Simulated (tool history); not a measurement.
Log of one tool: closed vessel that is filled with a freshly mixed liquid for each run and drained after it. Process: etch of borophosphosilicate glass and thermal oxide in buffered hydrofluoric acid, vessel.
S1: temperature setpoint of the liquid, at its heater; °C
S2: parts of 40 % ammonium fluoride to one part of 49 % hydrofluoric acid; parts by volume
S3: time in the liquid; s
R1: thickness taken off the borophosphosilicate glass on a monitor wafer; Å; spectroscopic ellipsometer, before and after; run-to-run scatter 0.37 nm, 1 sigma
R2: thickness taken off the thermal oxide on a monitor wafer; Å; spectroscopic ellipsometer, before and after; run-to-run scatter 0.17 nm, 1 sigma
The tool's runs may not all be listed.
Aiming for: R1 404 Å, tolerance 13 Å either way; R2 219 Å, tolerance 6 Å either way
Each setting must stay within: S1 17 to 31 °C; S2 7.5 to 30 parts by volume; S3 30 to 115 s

| run | hour | S1 | S2 | S3 | R1 | R2 |
|---|---|---|---|---|---|---|
| 1 | 0 | 23 | 20.5 | 60 | 543.64 | 298.37 |
| 2 | 8.3 | 23 | 15 | 60 | 708.59 | 389.57 |
| 3 | 12 | 23 | 15 | 75 | 888.61 | 485.25 |
| 4 | 14 | 22 | 17 | 75 | 748.75 | 397.97 |
| 5 | 16 | 21.5 | 18.5 | 75 | 671.86 | 365.83 |
| 6 | 18.9 | 20.5 | 19.5 | 75 | 627.66 | 333.76 |
| 7 | 24.6 | 20 | 21 | 75 | 570.16 | 312.34 |
| 8 | 26 | 19.5 | 22 | 75 | 534.86 | 295.16 |
| 9 | 34.2 | 19 | 23 | 75 | 506.66 | 280.02 |
| 10 | 43.1 | 18.5 | 23.5 | 75 | 488.39 | 262.49 |
| 11 | 48.1 | 18.5 | 24 | 75 | 476.41 | 260.38 |
|  | 50.9 | hydrofluoric acid flow meter replaced |
| 12 | 50.9 | 17 | 26.5 | 75 | 456.42 | 240.91 |

Which of these 5 next moves meets every target?
| A | 53.7 | 17.5 | 28.5 | 75 | ? | ? |
| B | 53.7 | 29 | 27 | 45 | ? | ? |
| C | 53.7 | 31 | 28 | 35 | ? | ? |
| D | 53.7 | 19 | 26 | 60 | ? | ? |
| E | 53.7 | 18.5 | 27.5 | 60 | ? | ? |

| move | R1 | R2 |
|---|---|---|
| A | 441.96 | 236.11 |
| B | 516.52 | 277.59 |
| C | 435.46 | 234.23 |
| D | 410.08 | 219.24 |
| E | 383.5 | 204.99 |
A: an improvement on the last run, though not all results are within tolerance
B: the biggest miss grows against the last run
C: an improvement on the last run, though not all results are within tolerance
D: meets every target
E: pushes the last run's worst result past its target
So the answer is move D, the one that meets all the targets.
